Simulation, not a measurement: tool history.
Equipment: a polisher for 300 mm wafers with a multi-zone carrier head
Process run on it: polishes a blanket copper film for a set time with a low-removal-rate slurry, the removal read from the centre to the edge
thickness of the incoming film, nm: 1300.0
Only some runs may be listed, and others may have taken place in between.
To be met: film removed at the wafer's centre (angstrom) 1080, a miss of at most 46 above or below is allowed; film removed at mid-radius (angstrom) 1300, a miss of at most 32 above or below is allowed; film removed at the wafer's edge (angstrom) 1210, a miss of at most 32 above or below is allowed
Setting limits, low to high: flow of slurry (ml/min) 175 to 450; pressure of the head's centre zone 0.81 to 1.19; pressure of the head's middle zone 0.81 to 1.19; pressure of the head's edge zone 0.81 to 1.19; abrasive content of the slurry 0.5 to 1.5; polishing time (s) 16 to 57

run,day,flow of slurry (ml/min),pressure of the head's centre zone,pressure of the head's middle zone,pressure of the head's edge zone,abrasive content of the slurry,polishing time (s),film removed at the wafer's centre (angstrom),film removed at mid-radius (angstrom),film removed at the wafer's edge (angstrom)
1,0,290,1,1,1,1,36,1000.4,999.72,1014.3
2,0.033,300,0.99,1.05,1.04,1.1,36,1045.7,1078.3,1052
3,0.108,350,0.99,1.05,1.04,1.1,36,1017.8,1073,1059.8
4,0.371,350,0.92,1.05,1.04,1.1,36,961.64,1084.9,1064.1
5,0.567,350,0.92,1.05,1.11,1.1,36,966.22,1068,1100.5
6,0.746,350,0.92,1.08,1.12,1.2,36,973.36,1131.2,1136.9
7,0.904,350,0.94,1.1,1.13,1.25,36,979.53,1172.1,1128.1
8,0.996,350,0.96,1.1,1.14,1.3,36,1016.4,1153.7,1151.4
9,1.1,350,0.97,1.12,1.14,1.35,36,1064.4,1193.9,1155.3
10,1.133,350,0.96,1.14,1.15,1.4,36,1038.7,1215.4,1169.6
11,1.504,355,0.96,1.15,1.16,1.45,36,1070,1241.9,1177.7
12,1.554,360,0.96,1.16,1.17,1.45,36,1046.4,1251.4,1195.8
13,1.629,365,0.97,1.17,1.17,1.45,36,1071.2,1244,1178.7

Pick the move, out of 4, that brings all results within their allowed miss; only one does.
A,1.704,380,1.06,1.09,1.19,1.45,35,?,?,?
B,1.704,400,0.95,1.18,1.15,1.2,38,?,?,?
C,1.704,385,0.99,1.15,1.19,1.45,35,?,?,?
D,1.704,450,1.05,1.19,1.14,1.35,33,?,?,?

move,film removed at the wafer's centre (angstrom),film removed at mid-radius (angstrom),film removed at the wafer's edge (angstrom)
A,1158.2,1161.3,1170.1
B,1091.3,1307.7,1205.7
C,1082.7,1217.6,1170
D,1081,1178.1,1072
A: lands further from the targets than the last run did
B: all results in spec
C: lands further from the targets than the last run did
D: lands further from the targets than the last run did
B is the move that brings every result within its allowed miss.
